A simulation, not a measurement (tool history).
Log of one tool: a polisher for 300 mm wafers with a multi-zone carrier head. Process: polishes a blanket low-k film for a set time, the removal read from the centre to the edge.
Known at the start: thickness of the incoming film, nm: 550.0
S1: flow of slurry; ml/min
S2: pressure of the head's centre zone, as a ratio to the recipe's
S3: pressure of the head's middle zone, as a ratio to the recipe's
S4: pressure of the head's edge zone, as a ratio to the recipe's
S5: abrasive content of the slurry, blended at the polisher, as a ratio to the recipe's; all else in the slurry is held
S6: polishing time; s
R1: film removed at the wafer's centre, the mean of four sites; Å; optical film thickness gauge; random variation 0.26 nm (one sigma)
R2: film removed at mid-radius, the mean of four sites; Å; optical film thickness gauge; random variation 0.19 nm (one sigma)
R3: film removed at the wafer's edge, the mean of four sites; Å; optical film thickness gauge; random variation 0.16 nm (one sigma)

run  hour   S1    S2    S3    S4    S5  S6      R1      R2      R3
  1   0.0  130  1.00  1.00  1.00  1.00  67  370.08  361.71  379.20
  2   4.8  125  1.01  0.97  0.98  0.90  62  329.58  309.64  332.12
  3   5.5  125  1.02  0.95  0.96  0.85  58  302.11  276.74  302.90
  4   8.7  125  1.04  0.94  0.94  0.80  55  289.56  248.20  273.09
  5  10.7  125  1.04  0.90  0.94  0.80  55  277.79  243.17  274.38
  6  11.4  150  1.04  0.90  0.94  0.80  55  294.25  250.65  289.27
     16.2  -- edge zone pressure recalibrated
  7  16.2  140  1.04  0.89  0.92  0.75  53  271.09  237.10  253.16
  8  23.0  135  1.05  0.88  0.92  0.70  52  262.34  221.56  241.31
  9  30.3  130  1.06  0.87  0.93  0.65  50  247.17  204.24  219.82
 10  33.5  125  1.06  0.86  0.96  0.65  49  236.16  192.97  217.52
 11  35.3   90  1.07  0.81  0.89  0.50  45  172.77  134.92  160.05
 12  41.6   95  1.07  0.81  0.90  0.50  45  174.73  136.18  162.75
 13  50.5  100  1.07  0.81  0.91  0.50  45  182.47  140.89  166.15
 14  58.5  100  1.07  0.81  0.91  0.50  45  183.24  135.53  169.14

Forecast run 15:
 15  64.2  105  1.07  0.82  0.91  0.50  45   ?   ?   ?

R1: 183.05 Å
R2: 141.76 Å
R3: 168.05 Å
